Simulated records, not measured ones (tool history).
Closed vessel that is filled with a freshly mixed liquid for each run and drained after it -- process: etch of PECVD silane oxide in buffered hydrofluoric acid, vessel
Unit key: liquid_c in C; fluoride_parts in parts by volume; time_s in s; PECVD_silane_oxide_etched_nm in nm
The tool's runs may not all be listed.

run,hour,liquid_c,fluoride_parts,time_s,PECVD_silane_oxide_etched_nm
1,0.0,20.0,15.0,30,42.343
2,7.5,19.5,16.0,30,38.256
3,15.5,19.5,19.0,30,32.512
4,23.0,19.5,15.5,30,39.285
5,30.1,19.5,13.0,30,47.382
6,34.9,17.0,13.0,30,40.844

Run 7 comes next. What will it give?
7,42.4,17.0,14.5,30,?

PECVD_silane_oxide_etched_nm: 36.661 nm
